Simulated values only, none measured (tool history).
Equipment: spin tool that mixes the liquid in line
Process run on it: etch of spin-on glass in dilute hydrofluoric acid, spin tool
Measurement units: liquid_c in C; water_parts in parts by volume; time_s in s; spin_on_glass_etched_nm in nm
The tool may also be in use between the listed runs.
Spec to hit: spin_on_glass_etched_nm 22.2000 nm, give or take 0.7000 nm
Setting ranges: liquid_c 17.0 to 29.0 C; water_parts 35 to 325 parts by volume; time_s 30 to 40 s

| run | day | liquid_c | water_parts | time_s | spin_on_glass_etched_nm |
|---|---|---|---|---|---|
| 1 | 0.000 | 21.0 | 180 | 40 | 7.2892 |
| 2 | 0.171 | 22.5 | 180 | 40 | 7.5754 |
| 3 | 0.442 | 22.5 | 180 | 40 | 7.7162 |
| 4 | 0.592 | 24.0 | 145 | 40 | 10.4210 |
| 5 | 0.875 | 27.0 | 145 | 40 | 11.8370 |
| 6 | 1.225 | 27.5 | 125 | 40 | 14.3230 |
| 7 | 1.400 | 28.0 | 110 | 40 | 17.2690 |
| 8 | 1.729 | 28.5 | 105 | 40 | 18.1550 |
| 9 | 2.079 | 28.5 | 100 | 40 | 19.3560 |
| 10 | 2.383 | 29.0 | 80 | 40 | 24.8910 |
| 11 | 2.492 | 28.0 | 80 | 40 | 24.2950 |
| 12 | 2.633 | 27.0 | 80 | 40 | 23.1410 |

Pick the move, out of 5, that brings all results within their allowed miss; only one does.
| A | 2.775 | 27.5 | 90 | 40 | ? |
| B | 2.775 | 24.0 | 75 | 40 | ? |
| C | 2.775 | 29.0 | 80 | 40 | ? |
| D | 2.775 | 27.0 | 75 | 40 | ? |
| E | 2.775 | 29.0 | 85 | 40 | ? |

| move | spin_on_glass_etched_nm |
|---|---|
| A | 20.7200 |
| B | 22.1410 |
| C | 25.0380 |
| D | 24.9130 |
| E | 23.3930 |
A: the result that was furthest off in the last run now lies on the other side of its target
B: in spec on every target
C: the biggest miss grows against the last run
D: the biggest miss grows against the last run
E: the biggest miss grows against the last run
Answer: B
